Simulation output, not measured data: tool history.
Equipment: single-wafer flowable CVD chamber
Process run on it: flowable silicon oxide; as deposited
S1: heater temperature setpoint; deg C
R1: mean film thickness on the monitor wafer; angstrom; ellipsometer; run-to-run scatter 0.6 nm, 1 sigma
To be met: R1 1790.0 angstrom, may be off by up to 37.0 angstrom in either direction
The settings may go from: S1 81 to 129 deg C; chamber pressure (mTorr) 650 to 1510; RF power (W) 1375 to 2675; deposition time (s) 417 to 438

Run 1, hour 0.0: S1 105 deg C, chamber pressure (mTorr) 1080, RF power (W) 2025, deposition time (s) 438. Result: R1 3328.2 angstrom.
Run 2, hour 8.4: S1 105 deg C, chamber pressure (mTorr) 1080, RF power (W) 2025, deposition time (s) 417. Result: R1 3161.1 angstrom.
Run 3, hour 14.6: S1 105 deg C, chamber pressure (mTorr) 1220, RF power (W) 2025, deposition time (s) 417. Result: R1 3577.0 angstrom.
Run 4, hour 15.7: S1 109 deg C, chamber pressure (mTorr) 1220, RF power (W) 2025, deposition time (s) 417. Result: R1 3088.0 angstrom.
Run 5, hour 22.4: S1 109 deg C, chamber pressure (mTorr) 1220, RF power (W) 1825, deposition time (s) 417. Result: R1 3003.8 angstrom.
Run 6, hour 26.9: S1 114 deg C, chamber pressure (mTorr) 1220, RF power (W) 1825, deposition time (s) 417. Result: R1 2541.6 angstrom.
Run 7, hour 35.0: S1 117 deg C, chamber pressure (mTorr) 1220, RF power (W) 1825, deposition time (s) 417. Result: R1 2325.4 angstrom.
Run 8, hour 40.8: S1 120 deg C, chamber pressure (mTorr) 1220, RF power (W) 1825, deposition time (s) 417. Result: R1 2123.7 angstrom.
Run 9, hour 48.9: S1 122 deg C, chamber pressure (mTorr) 1220, RF power (W) 1825, deposition time (s) 417. Result: R1 1987.9 angstrom.
Run 10, hour 57.6: S1 123 deg C, chamber pressure (mTorr) 1220, RF power (W) 1825, deposition time (s) 417. Result: R1 1928.1 angstrom.
Run 11, hour 62.5: S1 124 deg C, chamber pressure (mTorr) 1220, RF power (W) 1825, deposition time (s) 417. Result: R1 1870.3 angstrom.
Run 12, hour 63.4: S1 125 deg C, chamber pressure (mTorr) 1220, RF power (W) 1825, deposition time (s) 417. Result: R1 1832.4 angstrom.

Pick the move, out of 5, that brings all results within their allowed miss; only one does.
Run A, hour 64.3: S1 127 deg C, chamber pressure (mTorr) 1280, RF power (W) 1825, deposition time (s) 431. Result: R1 ?.
Run B, hour 64.3: S1 129 deg C, chamber pressure (mTorr) 1380, RF power (W) 2040, deposition time (s) 417. Result: R1 ?.
Run C, hour 64.3: S1 125 deg C, chamber pressure (mTorr) 1180, RF power (W) 1905, deposition time (s) 438. Result: R1 ?.
Run D, hour 64.3: S1 127 deg C, chamber pressure (mTorr) 1170, RF power (W) 2060, deposition time (s) 429. Result: R1 ?.
Run E, hour 64.3: S1 124 deg C, chamber pressure (mTorr) 1240, RF power (W) 1775, deposition time (s) 421. Result: R1 ?.

move      R1
   A  1882.0
   B  1911.8
   C  1893.6
   D  1779.8
   E  1915.2
A: further off than the last run
B: further off than the last run
C: further off than the last run
D: each result inside its tolerance
E: further off than the last run
The move that meets every target is D.
